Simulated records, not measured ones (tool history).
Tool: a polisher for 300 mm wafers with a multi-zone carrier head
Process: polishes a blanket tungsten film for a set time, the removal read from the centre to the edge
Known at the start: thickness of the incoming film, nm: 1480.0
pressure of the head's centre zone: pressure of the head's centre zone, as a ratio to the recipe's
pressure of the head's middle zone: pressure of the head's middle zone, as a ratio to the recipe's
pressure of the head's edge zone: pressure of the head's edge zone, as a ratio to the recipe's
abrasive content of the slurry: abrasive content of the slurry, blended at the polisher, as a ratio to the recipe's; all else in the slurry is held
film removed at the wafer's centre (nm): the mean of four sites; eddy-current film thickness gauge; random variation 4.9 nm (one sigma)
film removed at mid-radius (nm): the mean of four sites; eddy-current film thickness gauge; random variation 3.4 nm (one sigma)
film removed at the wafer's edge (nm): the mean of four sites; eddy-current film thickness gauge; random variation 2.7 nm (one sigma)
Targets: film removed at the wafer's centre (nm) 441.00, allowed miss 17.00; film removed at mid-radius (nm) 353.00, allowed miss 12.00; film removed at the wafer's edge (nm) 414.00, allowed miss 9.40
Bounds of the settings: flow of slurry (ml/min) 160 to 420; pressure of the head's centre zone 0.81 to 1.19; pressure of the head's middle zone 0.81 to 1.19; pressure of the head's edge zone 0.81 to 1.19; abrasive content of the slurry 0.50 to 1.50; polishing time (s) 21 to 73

| run | hour | flow of slurry (ml/min) | pressure of the head's centre zone | pressure of the head's middle zone | pressure of the head's edge zone | abrasive content of the slurry | polishing time (s) | film removed at the wafer's centre (nm) | film removed at mid-radius (nm) | film removed at the wafer's edge (nm) |
|---|---|---|---|---|---|---|---|---|---|---|
| 1 | 0.0 | 270 | 1.00 | 1.00 | 1.00 | 1.00 | 47 | 424.01 | 420.99 | 427.21 |
| 2 | 4.8 | 270 | 1.00 | 1.00 | 1.00 | 1.20 | 47 | 437.24 | 437.45 | 445.01 |
| 3 | 8.4 | 335 | 1.00 | 1.00 | 1.00 | 1.20 | 47 | 450.28 | 451.31 | 453.64 |
| 4 | 9.5 | 325 | 1.01 | 0.97 | 0.99 | 1.15 | 47 | 454.17 | 435.44 | 442.88 |
| 5 | 10.3 | 325 | 1.01 | 0.97 | 0.99 | 1.05 | 47 | 437.00 | 431.70 | 437.79 |
| 6 | 13.8 | 325 | 1.01 | 0.97 | 1.07 | 1.05 | 47 | 438.62 | 426.73 | 455.25 |
| 7 | 21.7 | 315 | 1.02 | 0.95 | 1.06 | 1.05 | 47 | 449.07 | 413.25 | 448.59 |
| 8 | 24.5 | 305 | 1.02 | 0.93 | 1.05 | 1.05 | 47 | 429.73 | 407.43 | 449.80 |
| 9 | 28.6 | 335 | 1.12 | 0.83 | 0.99 | 0.80 | 46 | 449.11 | 345.15 | 405.98 |

Which of these 4 next moves meets every target?
| A | 32.7 | 355 | 1.13 | 0.81 | 0.90 | 0.95 | 45 | ? | ? | ? |
| B | 32.7 | 335 | 1.19 | 0.86 | 0.98 | 0.95 | 43 | ? | ? | ? |
| C | 32.7 | 340 | 1.10 | 0.86 | 1.00 | 0.90 | 44 | ? | ? | ? |
| D | 32.7 | 375 | 1.07 | 0.83 | 1.01 | 0.70 | 48 | ? | ? | ? |

| move | film removed at the wafer's centre (nm) | film removed at mid-radius (nm) | film removed at the wafer's edge (nm) |
|---|---|---|---|
| A | 465.81 | 346.15 | 392.58 |
| B | 466.40 | 345.45 | 388.57 |
| C | 436.30 | 349.89 | 397.11 |
| D | 442.28 | 354.05 | 415.02 |
A: further off than the last run
B: further off than the last run
C: further off than the last run
D: meets every target
Answer: D
